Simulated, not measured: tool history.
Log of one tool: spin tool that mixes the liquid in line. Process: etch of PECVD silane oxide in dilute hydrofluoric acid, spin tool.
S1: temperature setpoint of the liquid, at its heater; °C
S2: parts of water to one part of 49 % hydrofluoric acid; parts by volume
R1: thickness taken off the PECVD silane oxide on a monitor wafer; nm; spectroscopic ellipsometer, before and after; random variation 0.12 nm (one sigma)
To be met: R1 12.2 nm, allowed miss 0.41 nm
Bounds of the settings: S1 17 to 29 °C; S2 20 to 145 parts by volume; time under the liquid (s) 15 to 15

run 1 day=0 | S1=21 S2=80 time_under_the_liquid_(s)=15 | R1=3.8053
run 2 day=0.321 | S1=21 S2=55 time_under_the_liquid_(s)=15 | R1=5.741
run 3 day=0.671 | S1=23 S2=55 time_under_the_liquid_(s)=15 | R1=6.2216
run 4 day=0.708 | S1=23 S2=70 time_under_the_liquid_(s)=15 | R1=4.8503
run 5 day=1.017 | S1=23 S2=55 time_under_the_liquid_(s)=15 | R1=6.2016
run 6 day=1.346 | S1=24 S2=50 time_under_the_liquid_(s)=15 | R1=7.1443
run 7 day=1.712 | S1=24.5 S2=45 time_under_the_liquid_(s)=15 | R1=8.1351
run 8 day=1.946 | S1=25 S2=45 time_under_the_liquid_(s)=15 | R1=8.2893
run 9 day=2.292 | S1=25.5 S2=45 time_under_the_liquid_(s)=15 | R1=8.5213
run 10 day=2.575 | S1=26 S2=45 time_under_the_liquid_(s)=15 | R1=8.821
run 11 day=2.925 | S1=26.5 S2=45 time_under_the_liquid_(s)=15 | R1=8.8796
run 12 day=3.262 | S1=27 S2=45 time_under_the_liquid_(s)=15 | R1=9.1202
run 13 day=3.412 | S1=27.5 S2=45 time_under_the_liquid_(s)=15 | R1=9.3733
run 14 day=3.442 | S1=28.5 S2=40 time_under_the_liquid_(s)=15 | R1=10.681
run 15 day=3.496 | S1=29 S2=35 time_under_the_liquid_(s)=15 | R1=12.776

Which of these 4 next moves meets every target?
run A day=3.55 | S1=25 S2=30 time_under_the_liquid_(s)=15 | R1=?
run B day=3.55 | S1=26.5 S2=30 time_under_the_liquid_(s)=15 | R1=?
run C day=3.55 | S1=28 S2=35 time_under_the_liquid_(s)=15 | R1=?
run D day=3.55 | S1=25.5 S2=30 time_under_the_liquid_(s)=15 | R1=?

move=A R1=12.764
move=B R1=13.573
move=C R1=12.268
move=D R1=13.029
A: as far off as the last run
B: further off than the last run
C: meets every target
D: further off than the last run
Move C is the one to make.
